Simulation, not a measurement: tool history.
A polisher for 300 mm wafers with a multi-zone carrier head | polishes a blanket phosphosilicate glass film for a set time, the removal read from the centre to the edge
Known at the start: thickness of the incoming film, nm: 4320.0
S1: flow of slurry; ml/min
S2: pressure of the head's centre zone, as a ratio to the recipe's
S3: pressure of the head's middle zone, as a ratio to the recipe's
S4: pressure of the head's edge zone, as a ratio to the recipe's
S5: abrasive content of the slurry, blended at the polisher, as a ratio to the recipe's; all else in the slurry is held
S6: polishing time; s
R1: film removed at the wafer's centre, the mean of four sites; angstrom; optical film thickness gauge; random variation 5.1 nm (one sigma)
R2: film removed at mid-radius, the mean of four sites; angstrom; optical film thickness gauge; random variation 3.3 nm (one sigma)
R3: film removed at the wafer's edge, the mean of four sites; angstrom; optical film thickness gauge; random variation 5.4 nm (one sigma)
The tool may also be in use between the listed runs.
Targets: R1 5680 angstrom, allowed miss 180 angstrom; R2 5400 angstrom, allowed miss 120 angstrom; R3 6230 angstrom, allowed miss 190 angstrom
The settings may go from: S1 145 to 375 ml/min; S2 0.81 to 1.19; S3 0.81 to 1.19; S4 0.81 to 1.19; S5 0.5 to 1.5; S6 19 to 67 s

run  hour   S1    S2    S3    S4    S5  S6      R1      R2      R3
  1     0  240     1     1     1     1  43  4338.1  4278.2  4258.5
  2   0.7  240     1     1     1   0.9  43  4104.6  4026.5  4052.7
  3   1.7  240  0.99  0.98  1.04  1.05  43  4477.4  4290.9  4474.8
  4   3.8  240  0.97  0.97  1.07  1.15  43    4550  4493.7  4726.3
  5   8.9  240  0.97  1.03  1.07  1.15  43  4576.1  4703.4  4681.7
  6  13.3  240  0.97  0.97  1.07  1.15  43  4554.1  4479.6  4718.8
  7  14.7  245  0.97  0.96   1.1  1.25  44  4801.2  4737.9  5066.3
  8  19.6  245  0.97  0.95  1.12   1.3  45  4967.8  4875.4  5376.4
  9  20.4  250  0.98  0.95  1.14  1.35  45  5153.8  5025.9  5453.8
 10    29  250  0.98  0.95  1.14  1.35  45  5282.9  4992.5  5430.3
 11  35.1  255  0.97  0.94  1.15   1.4  45  5309.3  4998.7  5646.3
 12  40.5  320  0.97  0.96  1.19   1.5  45    5557  5336.4  6058.7
 13    47  325  0.97  0.96  1.19   1.5  45  5611.9  5432.6  5906.2

Which of these 5 next moves meets every target?
  A  53.5  340  0.95  0.92  1.19   1.5  47   ?   ?   ?
  B  53.5  285  1.02  1.03  1.19   1.5  45   ?   ?   ?
  C  53.5  375  1.01  1.03  1.15  1.45  42   ?   ?   ?
  D  53.5  270  0.84  0.82  1.19   1.5  50   ?   ?   ?
  E  53.5  375  1.04  0.95  1.17  1.35  46   ?   ?   ?

move      R1      R2      R3
   A  5699.2  5458.1  6213.6
   B    5686  5651.9  5866.9
   C  5335.7  5333.7  5420.5
   D  5355.3  5169.4  6509.6
   E  5811.5  5299.1  5817.2
A: meets every target
B: further off than the last run
C: further off than the last run
D: takes the result that was furthest off past its target
E: further off than the last run
Move A is the one to make.
